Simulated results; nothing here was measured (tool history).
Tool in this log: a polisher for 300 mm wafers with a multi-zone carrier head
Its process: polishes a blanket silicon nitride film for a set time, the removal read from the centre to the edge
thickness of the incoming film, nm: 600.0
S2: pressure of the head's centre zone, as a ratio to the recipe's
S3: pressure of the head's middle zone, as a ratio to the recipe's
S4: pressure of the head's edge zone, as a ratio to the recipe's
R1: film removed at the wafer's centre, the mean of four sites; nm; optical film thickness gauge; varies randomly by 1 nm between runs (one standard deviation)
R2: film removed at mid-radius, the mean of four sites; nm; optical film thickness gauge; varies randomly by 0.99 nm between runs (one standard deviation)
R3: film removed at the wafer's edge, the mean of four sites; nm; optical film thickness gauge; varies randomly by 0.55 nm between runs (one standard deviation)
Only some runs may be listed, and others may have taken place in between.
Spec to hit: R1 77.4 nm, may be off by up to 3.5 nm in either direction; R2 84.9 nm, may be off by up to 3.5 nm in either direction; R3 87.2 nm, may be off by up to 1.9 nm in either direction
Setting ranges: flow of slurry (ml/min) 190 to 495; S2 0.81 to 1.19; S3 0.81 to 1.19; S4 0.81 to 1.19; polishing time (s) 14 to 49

run 1 hour=0 | flow_of_slurry_(ml/min)=320 S2=1 S3=1 S4=1 polishing_time_(s)=31 | R1=63.545 R2=65.805 R3=63.623
run 2 hour=6.9 | flow_of_slurry_(ml/min)=320 S2=1 S3=1.06 S4=1 polishing_time_(s)=31 | R1=64.414 R2=67.713 R3=63.479
run 3 hour=10 | flow_of_slurry_(ml/min)=320 S2=1 S3=1.06 S4=0.92 polishing_time_(s)=31 | R1=62.418 R2=68.072 R3=60.546
run 4 hour=12 | flow_of_slurry_(ml/min)=320 S2=0.96 S3=1.06 S4=0.92 polishing_time_(s)=31 | R1=61.041 R2=65.388 R3=61.156
run 5 hour=17.7 | flow_of_slurry_(ml/min)=325 S2=0.95 S3=1.08 S4=0.98 polishing_time_(s)=33 | R1=63.972 R2=72.887 R3=67.899
run 6 hour=21.8 | flow_of_slurry_(ml/min)=390 S2=0.95 S3=1.08 S4=0.98 polishing_time_(s)=33 | R1=65.018 R2=73.342 R3=67.186
run 7 hour=25.6 | flow_of_slurry_(ml/min)=385 S2=0.95 S3=1.06 S4=1.02 polishing_time_(s)=34 | R1=66.879 R2=73.784 R3=70.718
run 8 hour=30.2 | flow_of_slurry_(ml/min)=385 S2=0.95 S3=1.06 S4=1.05 polishing_time_(s)=35 | R1=69.451 R2=77.027 R3=74.408
run 9 hour=33.2 | flow_of_slurry_(ml/min)=385 S2=0.95 S3=1.06 S4=1.08 polishing_time_(s)=36 | R1=72.715 R2=80.081 R3=77.099
run 10 hour=35.4 | flow_of_slurry_(ml/min)=385 S2=0.94 S3=1.05 S4=1.1 polishing_time_(s)=37 | R1=74.41 R2=81.216 R3=80
run 11 hour=38 | flow_of_slurry_(ml/min)=385 S2=0.93 S3=1.04 S4=1.12 polishing_time_(s)=38 | R1=74.352 R2=81.012 R3=81.962
run 12 hour=41 | flow_of_slurry_(ml/min)=385 S2=0.93 S3=1.04 S4=1.14 polishing_time_(s)=38 | R1=73.702 R2=84.011 R3=83.821
run 13 hour=49.5 | flow_of_slurry_(ml/min)=385 S2=0.94 S3=1.03 S4=1.15 polishing_time_(s)=38 | R1=74.962 R2=81.917 R3=83.845
run 14 hour=55.6 | flow_of_slurry_(ml/min)=385 S2=0.94 S3=1.03 S4=1.16 polishing_time_(s)=38 | R1=75.78 R2=83.577 R3=84.12
run 15 hour=60.1 | flow_of_slurry_(ml/min)=385 S2=0.94 S3=1.03 S4=1.17 polishing_time_(s)=38 | R1=75.108 R2=81.923 R3=85.274
run 16 hour=64.4 | flow_of_slurry_(ml/min)=385 S2=0.94 S3=1.04 S4=1.17 polishing_time_(s)=38 | R1=74.014 R2=81.306 R3=85.271

Next run, 4 choices. One meets every target within its allowed miss, the rest don't. Which?
run A hour=68.7 | flow_of_slurry_(ml/min)=400 S2=0.95 S3=1.05 S4=1.18 polishing_time_(s)=39 | R1=? R2=? R3=?
run B hour=68.7 | flow_of_slurry_(ml/min)=370 S2=0.81 S3=1.07 S4=1.06 polishing_time_(s)=41 | R1=? R2=? R3=?
run C hour=68.7 | flow_of_slurry_(ml/min)=495 S2=0.84 S3=1.03 S4=1.06 polishing_time_(s)=43 | R1=? R2=? R3=?
run D hour=68.7 | flow_of_slurry_(ml/min)=380 S2=0.81 S3=1.11 S4=0.96 polishing_time_(s)=40 | R1=? R2=? R3=?

move=A R1=78.975 R2=85.703 R3=88.094
move=B R1=71.37 R2=91.138 R3=87.292
move=C R1=78.945 R2=94.268 R3=92.931
move=D R1=69.795 R2=91.938 R3=81.241
A: hits every target within its allowed miss
B: pushes the last run's worst result past its target
C: pushes the last run's worst result past its target
D: pushes the last run's worst result past its target
Correct choice: A, which meets every target
